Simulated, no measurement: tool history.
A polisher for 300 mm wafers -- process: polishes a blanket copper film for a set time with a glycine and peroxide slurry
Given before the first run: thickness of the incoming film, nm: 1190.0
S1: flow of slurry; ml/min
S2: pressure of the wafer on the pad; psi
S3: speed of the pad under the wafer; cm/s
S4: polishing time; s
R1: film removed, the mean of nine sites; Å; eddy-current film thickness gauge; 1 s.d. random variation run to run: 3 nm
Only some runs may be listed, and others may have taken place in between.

run  hour   S1   S2   S3  S4      R1
  1     0  255  2.5  124  79  4770.8
  2   1.5  255  2.5  124  79  4726.8
  3   9.1  255  2.5  146  79  5297.9
  4  14.6  255  2.1  142  79  4464.4
  5  23.2  255  2.7  142  79  5545.8
  6  28.4  255  2.3  138  79  4790.4
  7  35.4  255    2  134  79    4085
  8  41.8  255  1.8  134  79  3785.3
  9  44.5  255  1.7  134  79  3601.8

What will run 10 give?
 10  47.7  255  1.6  134  79   ?

Run 10 came out at R1 3518.7 Å.
